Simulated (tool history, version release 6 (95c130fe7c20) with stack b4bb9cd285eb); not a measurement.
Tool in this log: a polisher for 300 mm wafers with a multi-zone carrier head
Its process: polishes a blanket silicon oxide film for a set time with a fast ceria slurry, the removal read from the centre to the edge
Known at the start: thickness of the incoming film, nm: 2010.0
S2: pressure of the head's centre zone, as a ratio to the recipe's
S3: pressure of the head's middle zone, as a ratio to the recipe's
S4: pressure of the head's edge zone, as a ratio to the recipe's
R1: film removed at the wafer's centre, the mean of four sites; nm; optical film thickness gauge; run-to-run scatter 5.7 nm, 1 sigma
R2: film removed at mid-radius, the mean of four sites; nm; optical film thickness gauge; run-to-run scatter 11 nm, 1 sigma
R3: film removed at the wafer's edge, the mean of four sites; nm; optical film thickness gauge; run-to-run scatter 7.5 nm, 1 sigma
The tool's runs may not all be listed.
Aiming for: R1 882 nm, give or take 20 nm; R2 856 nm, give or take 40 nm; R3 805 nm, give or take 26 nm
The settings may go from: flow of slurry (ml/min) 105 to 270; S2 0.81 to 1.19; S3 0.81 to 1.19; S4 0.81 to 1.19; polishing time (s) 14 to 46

{"run": 1, "day": 0.0, "flow of slurry (ml/min)": 175, "S2": 1, "S3": 1, "S4": 1, "polishing time (s)": 30, "R1": 770.48, "R2": 792.53, "R3": 756.01}
{"run": 2, "day": 0.2, "flow of slurry (ml/min)": 190, "S2": 1.01, "S3": 1, "S4": 1.01, "polishing time (s)": 30, "R1": 791.75, "R2": 812.18, "R3": 787.06}
{"run": 3, "day": 0.45, "flow of slurry (ml/min)": 190, "S2": 1.01, "S3": 1, "S4": 0.96, "polishing time (s)": 30, "R1": 774.12, "R2": 801.48, "R3": 759.96}
{"run": 4, "day": 0.583, "flow of slurry (ml/min)": 170, "S2": 1.01, "S3": 1, "S4": 0.96, "polishing time (s)": 30, "R1": 772.7, "R2": 781.91, "R3": 746.47}
{"run": 5, "day": 0.796, "flow of slurry (ml/min)": 170, "S2": 1.01, "S3": 1, "S4": 0.96, "polishing time (s)": 26, "R1": 664.69, "R2": 679.59, "R3": 651.17}
{"run": 6, "day": 0.858, "flow of slurry (ml/min)": 170, "S2": 1.01, "S3": 1, "S4": 0.96, "polishing time (s)": 31, "R1": 799.83, "R2": 817.27, "R3": 773.11}
{"run": 7, "day": 0.962, "flow of slurry (ml/min)": 180, "S2": 1.03, "S3": 1, "S4": 0.96, "polishing time (s)": 31, "R1": 820.89, "R2": 835.38, "R3": 786.69}
{"run": 8, "day": 1.204, "flow of slurry (ml/min)": 185, "S2": 1.05, "S3": 0.99, "S4": 0.95, "polishing time (s)": 31, "R1": 837.32, "R2": 789.99, "R3": 776.73}

Of the 5 settings listed for the next run, only one would bring every result within its allowed miss of target. Which one?
{"run": "A", "day": 1.446, "flow of slurry (ml/min)": 235, "S2": 1.05, "S3": 1.01, "S4": 0.94, "polishing time (s)": 31, "R1": "?", "R2": "?", "R3": "?"}
{"run": "B", "day": 1.446, "flow of slurry (ml/min)": 195, "S2": 1, "S3": 1.07, "S4": 0.94, "polishing time (s)": 34, "R1": "?", "R2": "?", "R3": "?"}
{"run": "C", "day": 1.446, "flow of slurry (ml/min)": 195, "S2": 1.09, "S3": 0.9, "S4": 1, "polishing time (s)": 31, "R1": "?", "R2": "?", "R3": "?"}
{"run": "D", "day": 1.446, "flow of slurry (ml/min)": 210, "S2": 1.15, "S3": 0.91, "S4": 1, "polishing time (s)": 31, "R1": "?", "R2": "?", "R3": "?"}
{"run": "E", "day": 1.446, "flow of slurry (ml/min)": 150, "S2": 1.19, "S3": 1.07, "S4": 0.91, "polishing time (s)": 32, "R1": "?", "R2": "?", "R3": "?"}

move=A R1=879 R2=861.74 R3=793.7
move=B R1=891.04 R2=966.53 R3=852.44
move=C R1=885.04 R2=761.4 R3=802.28
move=D R1=946.12 R2=776.95 R3=809.01
move=E R1=945.52 R2=865.33 R3=762.45
A: meets every target
B: puts the biggest miss on target and leaves a different result outside tolerance
C: puts the biggest miss on target and leaves a different result outside tolerance
D: pushes the last run's worst result past its target
E: pushes the last run's worst result past its target
The move that meets every target is A.

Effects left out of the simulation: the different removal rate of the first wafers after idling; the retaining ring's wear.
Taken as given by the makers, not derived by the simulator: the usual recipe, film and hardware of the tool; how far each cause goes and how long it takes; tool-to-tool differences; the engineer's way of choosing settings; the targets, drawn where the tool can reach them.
